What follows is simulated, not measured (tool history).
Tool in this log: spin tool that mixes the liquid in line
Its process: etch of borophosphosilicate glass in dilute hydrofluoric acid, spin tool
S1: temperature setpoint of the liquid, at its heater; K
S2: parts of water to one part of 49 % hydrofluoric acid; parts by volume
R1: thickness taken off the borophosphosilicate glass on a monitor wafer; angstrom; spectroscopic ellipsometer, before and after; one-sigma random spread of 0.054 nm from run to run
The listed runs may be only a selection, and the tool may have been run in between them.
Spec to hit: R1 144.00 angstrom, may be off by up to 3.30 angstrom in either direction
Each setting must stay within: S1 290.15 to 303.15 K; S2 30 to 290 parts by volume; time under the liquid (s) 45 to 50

Run 1, hour 0.0: S1 295.15 K, S2 160 parts by volume, time under the liquid (s) 45. Result: R1 205.70 angstrom.
Run 2, hour 7.9: S1 294.15 K, S2 165 parts by volume, time under the liquid (s) 45. Result: R1 189.50 angstrom.
Run 3, hour 13.0: S1 292.65 K, S2 165 parts by volume, time under the liquid (s) 45. Result: R1 179.23 angstrom.
Run 4, hour 21.9: S1 290.15 K, S2 165 parts by volume, time under the liquid (s) 45. Result: R1 163.22 angstrom.
Run 5, hour 22.8: S1 290.15 K, S2 170 parts by volume, time under the liquid (s) 45. Result: R1 156.78 angstrom.
Run 6, hour 25.7: S1 290.15 K, S2 170 parts by volume, time under the liquid (s) 50. Result: R1 174.44 angstrom.
Run 7, hour 28.9: S1 290.15 K, S2 175 parts by volume, time under the liquid (s) 50. Result: R1 168.39 angstrom.
Run 8, hour 30.9: S1 290.15 K, S2 175 parts by volume, time under the liquid (s) 50. Result: R1 169.22 angstrom.

Consider the 5 candidate settings below. Which is the only one whose results all fall within their allowed miss of target?
Run A, hour 32.9: S1 294.15 K, S2 200 parts by volume, time under the liquid (s) 45. Result: R1 ?.
Run B, hour 32.9: S1 290.15 K, S2 190 parts by volume, time under the liquid (s) 50. Result: R1 ?.
Run C, hour 32.9: S1 290.65 K, S2 190 parts by volume, time under the liquid (s) 50. Result: R1 ?.
Run D, hour 32.9: S1 291.15 K, S2 205 parts by volume, time under the liquid (s) 50. Result: R1 ?.
Run E, hour 32.9: S1 292.15 K, S2 190 parts by volume, time under the liquid (s) 45. Result: R1 ?.

move      R1
   A  150.94
   B  152.41
   C  155.49
   D  144.95
   E  148.50
A: closer than the last run, but not yet in spec
B: closer than the last run, but not yet in spec
C: closer than the last run, but not yet in spec
D: each result inside its tolerance
E: closer than the last run, but not yet in spec
D meets every target.
